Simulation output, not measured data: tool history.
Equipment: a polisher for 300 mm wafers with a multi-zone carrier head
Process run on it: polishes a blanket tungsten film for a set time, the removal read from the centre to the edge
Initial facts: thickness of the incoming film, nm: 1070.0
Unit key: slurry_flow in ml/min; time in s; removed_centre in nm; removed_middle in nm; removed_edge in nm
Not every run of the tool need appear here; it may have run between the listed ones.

run 1 hour=0 | slurry_flow=245 centre_zone=1 middle_zone=1 edge_zone=1 slurry_solids=1 time=63 | removed_centre=342.35 removed_middle=353.79 removed_edge=351.23
run 2 hour=7.3 | slurry_flow=240 centre_zone=1 middle_zone=0.98 edge_zone=0.96 slurry_solids=0.9 time=57 | removed_centre=306.5 removed_middle=308.85 removed_edge=301.56
run 3 hour=15.5 | slurry_flow=230 centre_zone=0.98 middle_zone=0.95 edge_zone=0.93 slurry_solids=0.8 time=53 | removed_centre=270.02 removed_middle=267.18 removed_edge=267.68
run 4 hour=18.5 | slurry_flow=225 centre_zone=0.97 middle_zone=0.94 edge_zone=0.9 slurry_solids=0.75 time=50 | removed_centre=250.46 removed_middle=246.23 removed_edge=243.2
run 5 hour=24.7 | slurry_flow=225 centre_zone=0.97 middle_zone=0.94 edge_zone=0.9 slurry_solids=0.75 time=42 | removed_centre=213.73 removed_middle=207.77 removed_edge=204.31
run 6 hour=29.2 | slurry_flow=225 centre_zone=0.91 middle_zone=0.94 edge_zone=0.9 slurry_solids=0.75 time=42 | removed_centre=201.67 removed_middle=206.07 removed_edge=205.12
run 7 hour=37.3 | slurry_flow=215 centre_zone=0.92 middle_zone=0.93 edge_zone=0.88 slurry_solids=0.75 time=42 | removed_centre=201.55 removed_middle=203.12 removed_edge=201.51

Forecast run 8:
run 8 hour=38.9 | slurry_flow=205 centre_zone=0.93 middle_zone=0.92 edge_zone=0.86 slurry_solids=0.75 time=42 | removed_centre=? removed_middle=? removed_edge=?

{"run 8": {"removed_centre": 202.47, "removed_middle": 200.23, "removed_edge": 202.16}}
